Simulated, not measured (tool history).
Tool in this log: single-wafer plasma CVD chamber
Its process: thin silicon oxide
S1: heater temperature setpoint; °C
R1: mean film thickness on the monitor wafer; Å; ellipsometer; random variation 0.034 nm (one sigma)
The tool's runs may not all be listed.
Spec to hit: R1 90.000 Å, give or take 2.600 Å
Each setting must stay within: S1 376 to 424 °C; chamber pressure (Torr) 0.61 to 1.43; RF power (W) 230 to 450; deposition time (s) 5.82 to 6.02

run 1 hour=0.0 | S1=400 chamber_pressure_(Torr)=1.02 RF_power_(W)=340 deposition_time_(s)=5.82 | R1=123.080
run 2 hour=0.9 | S1=400 chamber_pressure_(Torr)=1.17 RF_power_(W)=340 deposition_time_(s)=5.82 | R1=137.350
run 3 hour=8.2 | S1=400 chamber_pressure_(Torr)=1.17 RF_power_(W)=320 deposition_time_(s)=5.82 | R1=133.480
run 4 hour=14.0 | S1=400 chamber_pressure_(Torr)=1.03 RF_power_(W)=320 deposition_time_(s)=5.82 | R1=121.170
run 5 hour=16.9 | S1=400 chamber_pressure_(Torr)=1.03 RF_power_(W)=320 deposition_time_(s)=5.82 | R1=121.620
run 6 hour=19.9 | S1=400 chamber_pressure_(Torr)=0.91 RF_power_(W)=310 deposition_time_(s)=5.82 | R1=106.770
run 7 hour=22.1 | S1=400 chamber_pressure_(Torr)=0.71 RF_power_(W)=300 deposition_time_(s)=5.82 | R1=78.836
run 8 hour=29.6 | S1=400 chamber_pressure_(Torr)=0.74 RF_power_(W)=300 deposition_time_(s)=5.82 | R1=83.204
run 9 hour=33.4 | S1=400 chamber_pressure_(Torr)=0.83 RF_power_(W)=305 deposition_time_(s)=5.83 | R1=96.484
run 10 hour=41.4 | S1=400 chamber_pressure_(Torr)=0.81 RF_power_(W)=305 deposition_time_(s)=5.83 | R1=94.055
run 11 hour=42.3 | S1=400 chamber_pressure_(Torr)=0.80 RF_power_(W)=305 deposition_time_(s)=5.83 | R1=92.933
run 12 hour=51.2 | S1=400 chamber_pressure_(Torr)=0.75 RF_power_(W)=300 deposition_time_(s)=5.82 | R1=84.613

Which single option among these 4 for the next run brings every result within its allowed miss of target? Just one does.
run A hour=60.1 | S1=390 chamber_pressure_(Torr)=0.75 RF_power_(W)=310 deposition_time_(s)=6.02 | R1=?
run B hour=60.1 | S1=400 chamber_pressure_(Torr)=0.74 RF_power_(W)=290 deposition_time_(s)=5.82 | R1=?
run C hour=60.1 | S1=390 chamber_pressure_(Torr)=0.77 RF_power_(W)=270 deposition_time_(s)=5.82 | R1=?
run D hour=60.1 | S1=391 chamber_pressure_(Torr)=0.74 RF_power_(W)=305 deposition_time_(s)=5.84 | R1=?

move=A R1=89.159
move=B R1=82.020
move=C R1=84.282
move=D R1=84.436
A: every result lands within tolerance
B: further off than the last run
C: further off than the last run
D: just as far off the targets as the last run
A is the move that brings every result within its allowed miss.

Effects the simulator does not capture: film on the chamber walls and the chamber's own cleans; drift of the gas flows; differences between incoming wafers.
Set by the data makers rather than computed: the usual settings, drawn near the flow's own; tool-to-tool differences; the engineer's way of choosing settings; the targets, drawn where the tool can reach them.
